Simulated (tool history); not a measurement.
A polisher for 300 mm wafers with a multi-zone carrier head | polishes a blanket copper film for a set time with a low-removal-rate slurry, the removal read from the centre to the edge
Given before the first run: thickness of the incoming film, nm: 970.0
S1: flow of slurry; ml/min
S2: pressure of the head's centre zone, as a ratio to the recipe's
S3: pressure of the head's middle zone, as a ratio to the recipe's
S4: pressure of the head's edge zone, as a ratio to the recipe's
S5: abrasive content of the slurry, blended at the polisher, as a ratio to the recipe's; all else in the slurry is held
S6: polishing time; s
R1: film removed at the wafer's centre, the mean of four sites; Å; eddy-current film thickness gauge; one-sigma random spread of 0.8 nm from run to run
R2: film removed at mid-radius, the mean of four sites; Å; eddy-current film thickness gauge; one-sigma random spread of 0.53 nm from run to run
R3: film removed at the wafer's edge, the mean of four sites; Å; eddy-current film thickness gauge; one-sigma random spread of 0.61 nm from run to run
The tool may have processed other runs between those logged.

| run | hour | S1 | S2 | S3 | S4 | S5 | S6 | R1 | R2 | R3 |
|---|---|---|---|---|---|---|---|---|---|---|
| 1 | 0.0 | 285 | 1.00 | 1.00 | 1.00 | 1.00 | 58 | 1259.7 | 1236.70 | 1227.7 |
| 2 | 6.3 | 280 | 1.01 | 0.97 | 0.96 | 0.85 | 56 | 1163.9 | 1123.30 | 1116.6 |
| 3 | 12.4 | 275 | 1.03 | 0.94 | 0.92 | 0.75 | 55 | 1126.4 | 1055.70 | 1058.5 |
| 4 | 13.2 | 275 | 0.98 | 0.94 | 0.92 | 0.75 | 55 | 1100.1 | 1050.60 | 1041.6 |
| 5 | 20.0 | 315 | 0.98 | 0.94 | 0.92 | 0.75 | 55 | 1112.4 | 1064.30 | 1063.3 |
| 6 | 21.8 | 315 | 1.06 | 0.94 | 0.92 | 0.75 | 55 | 1158.5 | 1066.90 | 1063.7 |
| 7 | 25.2 | 305 | 1.07 | 0.92 | 0.89 | 0.70 | 54 | 1124.1 | 1010.30 | 1006.2 |

The next listed run, before its measurement:
| 8 | 30.0 | 295 | 1.07 | 0.90 | 0.87 | 0.65 | 53 | ? | ? | ? |

R1: 1089.2 Å
R2: 957.59 Å
R3: 961.5 Å
